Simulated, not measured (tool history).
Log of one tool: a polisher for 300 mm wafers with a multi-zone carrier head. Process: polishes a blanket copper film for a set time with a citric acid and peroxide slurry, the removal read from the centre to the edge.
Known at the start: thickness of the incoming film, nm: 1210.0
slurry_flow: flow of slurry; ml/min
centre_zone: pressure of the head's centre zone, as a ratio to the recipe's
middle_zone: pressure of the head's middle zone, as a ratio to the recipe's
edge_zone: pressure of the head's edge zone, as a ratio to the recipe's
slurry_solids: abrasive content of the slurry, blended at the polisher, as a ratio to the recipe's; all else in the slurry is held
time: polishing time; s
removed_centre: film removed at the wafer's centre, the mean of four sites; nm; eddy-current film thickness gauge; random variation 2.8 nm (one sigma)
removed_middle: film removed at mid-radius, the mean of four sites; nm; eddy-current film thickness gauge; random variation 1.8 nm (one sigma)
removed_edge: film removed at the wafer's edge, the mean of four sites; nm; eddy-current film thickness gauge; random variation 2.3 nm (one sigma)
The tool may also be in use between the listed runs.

| run | hour | slurry_flow | centre_zone | middle_zone | edge_zone | slurry_solids | time | removed_centre | removed_middle | removed_edge |
|---|---|---|---|---|---|---|---|---|---|---|
| 1 | 0.0 | 215 | 1.00 | 1.00 | 1.00 | 1.00 | 85 | 168.28 | 178.67 | 180.83 |
| 2 | 1.3 | 215 | 1.00 | 0.95 | 1.00 | 1.00 | 85 | 170.68 | 171.74 | 179.58 |
| 3 | 2.5 | 215 | 1.00 | 0.95 | 1.00 | 1.00 | 105 | 211.07 | 212.32 | 223.67 |
| 4 | 6.7 | 225 | 1.00 | 0.97 | 1.00 | 1.00 | 105 | 213.46 | 214.54 | 222.47 |
| 5 | 8.5 | 225 | 1.00 | 0.97 | 1.00 | 0.85 | 105 | 206.76 | 208.57 | 216.98 |
| 6 | 16.2 | 230 | 1.00 | 0.99 | 1.01 | 0.85 | 105 | 207.50 | 212.47 | 215.02 |
| 7 | 22.1 | 230 | 1.00 | 1.00 | 1.02 | 0.90 | 105 | 208.10 | 216.86 | 220.39 |
| 8 | 25.3 | 230 | 1.00 | 1.00 | 1.02 | 0.90 | 105 | 213.43 | 215.36 | 219.89 |
|  | 27.0 | slurry nozzle cleaned |
| 9 | 27.0 | 230 | 0.99 | 1.02 | 1.02 | 0.95 | 105 | 231.61 | 245.27 | 241.03 |
| 10 | 36.0 | 225 | 0.99 | 1.02 | 1.01 | 0.95 | 105 | 230.60 | 240.01 | 240.70 |
| 11 | 39.1 | 240 | 0.98 | 1.02 | 1.00 | 0.95 | 105 | 234.54 | 244.40 | 238.80 |
| 12 | 43.8 | 235 | 0.98 | 1.02 | 0.99 | 0.95 | 105 | 234.89 | 244.95 | 233.75 |
| 13 | 44.4 | 235 | 0.98 | 1.02 | 0.99 | 0.95 | 105 | 235.50 | 246.26 | 235.58 |
| 14 | 50.0 | 230 | 0.98 | 1.02 | 0.99 | 0.95 | 105 | 230.85 | 249.09 | 230.50 |

The next listed run, before its measurement:
| 15 | 55.6 | 225 | 0.98 | 1.02 | 0.99 | 0.95 | 105 | ? | ? | ? |

{"run 15": {"removed_centre": 234.33, "removed_middle": 244.17, "removed_edge": 236.03}}
